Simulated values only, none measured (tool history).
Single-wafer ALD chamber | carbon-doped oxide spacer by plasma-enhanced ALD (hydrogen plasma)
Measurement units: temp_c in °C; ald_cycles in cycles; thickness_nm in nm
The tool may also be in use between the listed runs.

run 1 hour=0.0 | temp_c=415 ald_cycles=526 | thickness_nm=22.738
run 2 hour=3.8 | temp_c=417 ald_cycles=510 | thickness_nm=21.790
run 3 hour=9.8 | temp_c=419 ald_cycles=499 | thickness_nm=21.167
run 4 hour=18.1 | temp_c=419 ald_cycles=556 | thickness_nm=23.459
run 5 hour=25.3 | temp_c=419 ald_cycles=499 | thickness_nm=21.167
run 6 hour=27.2 | temp_c=419 ald_cycles=559 | thickness_nm=23.853
run 7 hour=32.6 | temp_c=421 ald_cycles=540 | thickness_nm=22.939
run 8 hour=36.2 | temp_c=422 ald_cycles=521 | thickness_nm=21.869
run 9 hour=44.6 | temp_c=424 ald_cycles=508 | thickness_nm=20.981
run 10 hour=45.7 | temp_c=426 ald_cycles=500 | thickness_nm=20.518
run 11 hour=48.3 | temp_c=426 ald_cycles=500 | thickness_nm=20.668
run 12 hour=55.3 | temp_c=427 ald_cycles=491 | thickness_nm=20.402
run 13 hour=61.5 | temp_c=433 ald_cycles=413 | thickness_nm=16.573
run 14 hour=64.8 | temp_c=431 ald_cycles=415 | thickness_nm=16.888
run 15 hour=71.2 | temp_c=430 ald_cycles=417 | thickness_nm=17.004
run 16 hour=73.0 | temp_c=429 ald_cycles=418 | thickness_nm=17.176
run 17 hour=80.5 | temp_c=428 ald_cycles=419 | thickness_nm=17.266
run 18 hour=86.0 | temp_c=427 ald_cycles=420 | thickness_nm=17.250

For run 19, what comes out?
run 19 hour=90.8 | temp_c=426 ald_cycles=421 | thickness_nm=?

thickness_nm: 17.213 nm

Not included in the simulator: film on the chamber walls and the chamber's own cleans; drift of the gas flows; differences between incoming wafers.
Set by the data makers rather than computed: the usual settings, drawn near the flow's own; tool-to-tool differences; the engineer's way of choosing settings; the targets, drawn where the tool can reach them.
